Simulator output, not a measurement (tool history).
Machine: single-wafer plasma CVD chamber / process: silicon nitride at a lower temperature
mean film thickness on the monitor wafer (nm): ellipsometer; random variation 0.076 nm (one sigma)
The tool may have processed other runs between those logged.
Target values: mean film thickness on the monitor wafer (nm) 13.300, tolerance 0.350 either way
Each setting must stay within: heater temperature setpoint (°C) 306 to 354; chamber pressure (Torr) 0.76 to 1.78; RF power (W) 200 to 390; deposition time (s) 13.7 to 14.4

run  hour  heater temperature setpoint (°C)  chamber pressure (Torr)  RF power (W)  deposition time (s)  mean film thickness on the monitor wafer (nm)
  1   0.0                               330                     1.27           295                 14.4                                         15.736
  2   3.1                               330                     1.23           290                 14.4                                         15.379
  3   9.7                               330                     1.19           285                 14.4                                         15.325
  4  14.3                               330                     1.18           275                 14.3                                         14.754
  5  16.9                               330                     1.01           275                 14.3                                         14.243
  6  19.7                               330                     0.90           275                 14.3                                         13.900
  7  24.4                               330                     0.89           275                 14.3                                         13.723
  8  33.2                               330                     0.88           275                 14.3                                         13.650
  9  34.3                               330                     0.87           275                 14.3                                         13.723

5 candidate next runs follow, results not yet known. Just one meets every target within its allowed miss. Identify it.
  A  35.4                               329                     0.81           270                 14.4                                              ?
  B  35.4                               330                     0.79           295                 14.4                                              ?
  C  35.4                               331                     0.94           270                 14.4                                              ?
  D  35.4                               335                     0.95           285                 14.4                                              ?
  E  35.4                               330                     0.95           290                 14.4                                              ?

move  mean film thickness on the monitor wafer (nm)
   A                                         13.358
   B                                         14.061
   C                                         13.803
   D                                         14.308
   E                                         14.500
A: in spec on every target
B: misses by more than the last run did
C: misses by more than the last run did
D: misses by more than the last run did
E: misses by more than the last run did
The right move is A.
